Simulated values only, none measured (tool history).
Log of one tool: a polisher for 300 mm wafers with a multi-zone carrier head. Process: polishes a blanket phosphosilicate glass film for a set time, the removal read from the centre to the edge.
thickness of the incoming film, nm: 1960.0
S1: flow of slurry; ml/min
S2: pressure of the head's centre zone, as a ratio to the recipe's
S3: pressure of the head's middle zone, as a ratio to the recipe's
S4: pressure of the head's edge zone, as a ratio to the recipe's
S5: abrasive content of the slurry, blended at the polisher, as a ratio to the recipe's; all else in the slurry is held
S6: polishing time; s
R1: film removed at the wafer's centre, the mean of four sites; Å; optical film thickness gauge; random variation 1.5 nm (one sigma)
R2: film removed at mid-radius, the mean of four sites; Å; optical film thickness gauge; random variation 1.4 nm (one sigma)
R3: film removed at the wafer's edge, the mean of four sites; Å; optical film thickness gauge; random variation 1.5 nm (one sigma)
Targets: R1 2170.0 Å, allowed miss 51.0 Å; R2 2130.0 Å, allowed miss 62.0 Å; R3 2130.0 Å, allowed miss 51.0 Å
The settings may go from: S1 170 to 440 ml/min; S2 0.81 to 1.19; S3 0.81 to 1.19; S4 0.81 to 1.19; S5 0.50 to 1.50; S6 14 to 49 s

run	day	S1	S2	S3	S4	S5	S6	R1	R2	R3
1	0.000	280	1.00	1.00	1.00	1.00	31	4063.1	4021.8	4019.5
2	0.258	280	1.00	0.96	1.00	1.00	31	4068.7	3868.4	3981.6
3	0.550	275	0.97	0.93	0.94	0.85	28	3321.9	3221.5	3347.3
4	0.783	240	0.97	0.93	0.94	0.85	28	3280.7	3137.7	3291.8
5	0.875	240	0.97	0.99	0.94	0.85	28	3290.0	3361.4	3252.9
6	1.079	240	0.93	0.99	0.94	0.85	28	3198.3	3328.8	3246.4
7	1.325	225	0.94	0.96	0.90	0.75	26	2811.1	2888.9	2843.6
8	1.542	215	0.95	0.94	0.87	0.65	25	2547.9	2548.2	2511.4
9	1.729	205	0.95	0.93	0.85	0.60	25	2447.8	2401.9	2413.8
10	1.767	200	0.95	0.93	0.84	0.55	25	2369.9	2323.8	2303.8
11	2.133	195	0.94	0.92	0.83	0.55	25	2314.6	2286.6	2273.0
12	2.296	190	0.94	0.91	0.82	0.55	25	2298.4	2274.7	2268.9

5 next moves are on the table. One of them brings every result within its allowed miss. Which?
A	2.458	175	0.97	0.86	0.84	0.50	26	?	?	?
B	2.458	180	0.90	0.84	0.87	0.70	23	?	?	?
C	2.458	175	0.95	1.05	0.81	0.50	23	?	?	?
D	2.458	180	0.99	1.03	0.82	0.65	21	?	?	?
E	2.458	175	0.94	0.90	0.81	0.60	23	?	?	?

move	R1	R2	R3
A	2348.6	2174.9	2306.6
B	2216.0	2164.6	2371.0
C	2039.2	2249.8	2003.4
D	2156.1	2250.4	2044.2
E	2164.9	2139.3	2154.7
A: further off than the last run
B: further off than the last run
C: takes the result that was furthest off past its target
D: takes the result that was furthest off past its target
E: meets every target
Answer: E
